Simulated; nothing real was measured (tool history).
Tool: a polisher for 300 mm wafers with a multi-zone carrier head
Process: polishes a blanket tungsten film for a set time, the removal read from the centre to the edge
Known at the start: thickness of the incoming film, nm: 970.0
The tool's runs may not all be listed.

run,day,flow of slurry (ml/min),pressure of the head's centre zone,pressure of the head's middle zone,pressure of the head's edge zone,abrasive content of the slurry,polishing time (s),film removed at the wafer's centre (angstrom),film removed at mid-radius (angstrom),film removed at the wafer's edge (angstrom)
1,0,265,1,1,1,1,50,2731.3,2746.4,2785.1
2,0.325,275,0.99,1.06,1.05,1.15,51,2876,3142.1,3112.8
3,0.367,275,0.99,1.01,1.05,1.15,51,2884.9,2953.7,3056.2
4,0.504,295,1,1.07,1.09,1.2,51,2994.3,3181.8,3163.5
5,0.879,295,1.05,1.07,1.09,1.2,51,3117.4,3162,3166
6,1.008,300,1.03,1.11,1.12,1.3,51,3131.2,3301.1,3292.8
7,1.333,315,1,1.14,1.12,1.35,52,3146.8,3576.1,3407.1
8,1.467,325,0.99,1.16,1.14,1.4,52,3165.8,3653.8,3509.3

Forecast run 9:
9,1.808,335,0.98,1.17,1.14,1.45,52,?,?,?

Run 9 gave film removed at the wafer's centre (angstrom) 3181.4, film removed at mid-radius (angstrom) 3709, film removed at the wafer's edge (angstrom) 3506.5.
